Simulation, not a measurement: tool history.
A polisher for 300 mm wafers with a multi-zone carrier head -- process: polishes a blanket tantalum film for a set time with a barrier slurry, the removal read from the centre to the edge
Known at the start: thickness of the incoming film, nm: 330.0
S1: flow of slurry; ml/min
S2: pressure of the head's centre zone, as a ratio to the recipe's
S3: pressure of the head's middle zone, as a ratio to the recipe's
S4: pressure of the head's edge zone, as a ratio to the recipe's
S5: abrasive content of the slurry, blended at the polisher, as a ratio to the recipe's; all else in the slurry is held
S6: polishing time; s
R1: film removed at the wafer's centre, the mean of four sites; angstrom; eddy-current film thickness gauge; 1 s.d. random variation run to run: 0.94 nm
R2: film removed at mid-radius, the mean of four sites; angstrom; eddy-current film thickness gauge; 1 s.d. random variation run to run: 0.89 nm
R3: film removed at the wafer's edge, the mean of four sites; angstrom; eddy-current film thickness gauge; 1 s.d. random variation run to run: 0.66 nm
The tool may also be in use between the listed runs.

| run | day | S1 | S2 | S3 | S4 | S5 | S6 | R1 | R2 | R3 |
|---|---|---|---|---|---|---|---|---|---|---|
| 1 | 0.000 | 280 | 1.00 | 1.00 | 1.00 | 1.00 | 76 | 1331.00 | 1313.00 | 1285.10 |
| 2 | 0.075 | 280 | 1.01 | 1.00 | 0.97 | 0.90 | 70 | 1185.30 | 1187.50 | 1150.60 |
| 3 | 0.329 | 280 | 0.97 | 1.00 | 0.97 | 0.90 | 70 | 1131.20 | 1183.70 | 1148.30 |
| 4 | 0.442 | 285 | 1.00 | 1.01 | 0.95 | 0.85 | 64 | 1053.60 | 1071.50 | 1010.00 |
| 5 | 0.792 | 290 | 1.02 | 1.01 | 0.94 | 0.80 | 60 | 994.44 | 977.99 | 934.45 |
| 6 | 0.967 | 290 | 1.02 | 1.01 | 0.94 | 0.80 | 50 | 838.13 | 811.05 | 769.50 |
| 7 | 1.262 | 290 | 1.03 | 1.01 | 0.92 | 0.75 | 50 | 826.12 | 798.02 | 754.23 |
| 8 | 1.450 | 290 | 1.04 | 1.01 | 0.90 | 0.70 | 50 | 795.25 | 780.73 | 726.15 |

Estimate the outcome of run 9 from the log above:
| 9 | 1.746 | 290 | 1.05 | 1.01 | 0.88 | 0.70 | 50 | ? | ? | ? |

{"run 9": {"R1": 800.25, "R2": 775.27, "R3": 722.03}}
